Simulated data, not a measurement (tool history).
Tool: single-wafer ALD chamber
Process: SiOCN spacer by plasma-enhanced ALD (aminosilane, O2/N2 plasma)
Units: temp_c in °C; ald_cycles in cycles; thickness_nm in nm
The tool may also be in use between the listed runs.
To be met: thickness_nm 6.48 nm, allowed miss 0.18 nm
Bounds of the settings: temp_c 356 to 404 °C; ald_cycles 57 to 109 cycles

run,day,temp_c,ald_cycles,thickness_nm
1,0,380,83,5.2579
2,0.154,373,83,5.3248
3,0.329,382,83,5.2808
4,0.612,382,79,5.0357
5,0.888,382,86,5.4492
6,0.992,382,81,5.1792
7,1.333,382,94,5.9597
8,1.608,382,94,5.9793
9,1.962,382,96,6.1582

Which of these 4 next moves meets every target?
A,2.317,383,91,?
B,2.317,401,101,?
C,2.317,378,93,?
D,2.317,383,92,?

move,thickness_nm
A,5.7637
B,6.3951
C,5.8904
D,5.8271
A: further off than the last run
B: meets every target
C: further off than the last run
D: further off than the last run
Answer: B

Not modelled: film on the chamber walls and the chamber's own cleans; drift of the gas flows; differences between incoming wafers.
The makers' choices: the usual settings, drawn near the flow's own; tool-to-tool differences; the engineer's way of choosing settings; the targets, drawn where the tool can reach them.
